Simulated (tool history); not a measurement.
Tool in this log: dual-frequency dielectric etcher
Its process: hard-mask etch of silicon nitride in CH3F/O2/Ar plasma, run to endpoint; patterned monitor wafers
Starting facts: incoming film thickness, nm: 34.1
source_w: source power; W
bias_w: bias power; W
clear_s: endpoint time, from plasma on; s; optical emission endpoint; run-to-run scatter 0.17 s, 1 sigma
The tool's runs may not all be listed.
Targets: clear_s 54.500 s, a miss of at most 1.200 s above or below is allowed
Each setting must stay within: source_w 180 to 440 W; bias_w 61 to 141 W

run	hour	source_w	bias_w	clear_s
1	0.0	310	101	47.599
2	2.1	280	99	50.439
3	5.9	330	99	46.958
4	14.6	330	91	47.857
5	15.9	330	103	46.194
6	20.5	300	101	48.542
7	22.8	280	100	50.414
8	27.7	270	99	51.567
9	30.7	260	99	52.612
10	39.3	230	97	56.947

Of the 5 settings listed for the next run, only one would bring every result within its allowed miss of target. Which one?
A	47.9	220	87	?
B	47.9	230	93	?
C	47.9	220	86	?
D	47.9	200	98	?
E	47.9	260	90	?

move	clear_s
A	59.968
B	57.259
C	60.187
D	60.989
E	54.157
A: lands further from the targets than the last run did
B: lands further from the targets than the last run did
C: lands further from the targets than the last run did
D: lands further from the targets than the last run did
E: all results in spec
E meets every target.

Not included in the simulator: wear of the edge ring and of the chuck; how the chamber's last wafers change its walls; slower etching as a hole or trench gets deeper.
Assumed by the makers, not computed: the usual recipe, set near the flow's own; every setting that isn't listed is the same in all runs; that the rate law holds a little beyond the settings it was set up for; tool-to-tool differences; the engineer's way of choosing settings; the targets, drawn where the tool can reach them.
